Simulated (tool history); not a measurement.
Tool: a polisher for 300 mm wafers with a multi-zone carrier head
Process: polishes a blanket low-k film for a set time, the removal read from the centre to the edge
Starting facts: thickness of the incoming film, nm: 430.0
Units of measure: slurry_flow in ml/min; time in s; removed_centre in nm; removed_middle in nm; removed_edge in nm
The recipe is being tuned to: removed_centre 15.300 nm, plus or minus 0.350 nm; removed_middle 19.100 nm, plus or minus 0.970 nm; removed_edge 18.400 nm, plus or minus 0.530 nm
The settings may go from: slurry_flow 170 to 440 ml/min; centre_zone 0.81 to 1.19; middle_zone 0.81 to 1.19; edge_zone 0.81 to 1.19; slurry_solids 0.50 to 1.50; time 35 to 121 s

run 1 hour=0.0 | slurry_flow=280 centre_zone=1.00 middle_zone=1.00 edge_zone=1.00 slurry_solids=1.00 time=78 | removed_centre=21.745 removed_middle=22.565 removed_edge=21.762
run 2 hour=7.7 | slurry_flow=265 centre_zone=0.94 middle_zone=0.99 edge_zone=0.98 slurry_solids=0.90 time=78 | removed_centre=18.637 removed_middle=19.728 removed_edge=19.774
run 3 hour=16.6 | slurry_flow=265 centre_zone=0.88 middle_zone=0.99 edge_zone=0.98 slurry_solids=0.90 time=78 | removed_centre=17.341 removed_middle=20.492 removed_edge=19.799
run 4 hour=25.0 | slurry_flow=265 centre_zone=0.95 middle_zone=0.99 edge_zone=0.98 slurry_solids=0.90 time=78 | removed_centre=18.816 removed_middle=20.484 removed_edge=19.658
run 5 hour=27.3 | slurry_flow=265 centre_zone=0.92 middle_zone=0.99 edge_zone=0.98 slurry_solids=0.90 time=78 | removed_centre=18.170 removed_middle=20.502 removed_edge=19.623
run 6 hour=32.5 | slurry_flow=265 centre_zone=0.92 middle_zone=1.06 edge_zone=0.98 slurry_solids=0.90 time=78 | removed_centre=18.294 removed_middle=21.352 removed_edge=20.010
run 7 hour=39.7 | slurry_flow=245 centre_zone=0.89 middle_zone=1.04 edge_zone=0.97 slurry_solids=0.90 time=78 | removed_centre=17.606 removed_middle=20.857 removed_edge=19.296
run 8 hour=44.2 | slurry_flow=245 centre_zone=0.89 middle_zone=1.04 edge_zone=0.97 slurry_solids=0.90 time=78 | removed_centre=17.372 removed_middle=20.623 removed_edge=19.306
run 9 hour=51.3 | slurry_flow=225 centre_zone=0.87 middle_zone=1.03 edge_zone=0.97 slurry_solids=0.90 time=78 | removed_centre=16.912 removed_middle=19.826 removed_edge=19.557
run 10 hour=53.1 | slurry_flow=220 centre_zone=0.85 middle_zone=1.03 edge_zone=0.95 slurry_solids=0.90 time=78 | removed_centre=16.430 removed_middle=20.022 removed_edge=18.812
-- hour=55.7 slurry nozzle cleaned
run 11 hour=55.7 | slurry_flow=210 centre_zone=0.84 middle_zone=1.03 edge_zone=0.95 slurry_solids=0.90 time=78 | removed_centre=16.791 removed_middle=20.463 removed_edge=19.627
run 12 hour=63.8 | slurry_flow=210 centre_zone=0.83 middle_zone=1.03 edge_zone=0.95 slurry_solids=0.85 time=78 | removed_centre=15.810 removed_middle=20.455 removed_edge=18.642
run 13 hour=64.7 | slurry_flow=200 centre_zone=0.83 middle_zone=1.01 edge_zone=0.95 slurry_solids=0.85 time=78 | removed_centre=15.634 removed_middle=19.654 removed_edge=18.270

Of the 4 settings listed for the next run, only one would bring every result within its allowed miss of target. Which one?
run A hour=65.6 | slurry_flow=250 centre_zone=0.86 middle_zone=1.05 edge_zone=0.91 slurry_solids=0.70 time=88 | removed_centre=? removed_middle=? removed_edge=?
run B hour=65.6 | slurry_flow=170 centre_zone=0.83 middle_zone=1.02 edge_zone=0.97 slurry_solids=1.15 time=64 | removed_centre=? removed_middle=? removed_edge=?
run C hour=65.6 | slurry_flow=175 centre_zone=0.84 middle_zone=0.93 edge_zone=1.08 slurry_solids=1.15 time=62 | removed_centre=? removed_middle=? removed_edge=?
run D hour=65.6 | slurry_flow=180 centre_zone=0.88 middle_zone=1.03 edge_zone=0.89 slurry_solids=0.80 time=79 | removed_centre=? removed_middle=? removed_edge=?

move=A removed_centre=16.008 removed_middle=19.807 removed_edge=17.686
move=B removed_centre=15.168 removed_middle=19.160 removed_edge=18.351
move=C removed_centre=14.965 removed_middle=17.356 removed_edge=18.839
move=D removed_centre=15.697 removed_middle=18.807 removed_edge=17.117
A: moves away from the targets compared with the last run
B: in spec on every target
C: meets the target for the result that was furthest off, but another lies outside its allowed miss
D: moves away from the targets compared with the last run
So the answer is move B, the one that meets all the targets.
